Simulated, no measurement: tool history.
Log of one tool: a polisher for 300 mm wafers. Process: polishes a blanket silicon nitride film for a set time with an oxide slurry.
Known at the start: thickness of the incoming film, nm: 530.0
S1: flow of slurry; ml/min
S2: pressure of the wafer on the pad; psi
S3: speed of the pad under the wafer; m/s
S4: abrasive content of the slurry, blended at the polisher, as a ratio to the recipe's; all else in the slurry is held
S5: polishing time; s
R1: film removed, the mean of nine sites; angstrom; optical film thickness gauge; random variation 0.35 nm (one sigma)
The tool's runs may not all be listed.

Run 1, hour 0: S1 285 ml/min, S2 2.9 psi, S3 1.06 m/s, S4 1, S5 117 s. Result: R1 621.23 angstrom.
Run 2, hour 1: S1 285 ml/min, S2 2.9 psi, S3 1.06 m/s, S4 0.8, S5 117 s. Result: R1 532.27 angstrom.
Run 3, hour 4.2: S1 310 ml/min, S2 2.9 psi, S3 1.06 m/s, S4 0.8, S5 117 s. Result: R1 531.83 angstrom.
Run 4, hour 6.2: S1 365 ml/min, S2 2.9 psi, S3 1.06 m/s, S4 0.8, S5 117 s. Result: R1 544.99 angstrom.
Run 5, hour 13.7: S1 365 ml/min, S2 2.8 psi, S3 1.06 m/s, S4 0.8, S5 117 s. Result: R1 521.98 angstrom.
Run 6, hour 21.9: S1 365 ml/min, S2 2.8 psi, S3 1.22 m/s, S4 0.8, S5 117 s. Result: R1 587.87 angstrom.

Run 7 comes next. What will it give?
Run 7, hour 24.1: S1 365 ml/min, S2 2.7 psi, S3 1.22 m/s, S4 0.8, S5 117 s. Result: R1 ?.

{"run 7": {"R1": 555.28}}
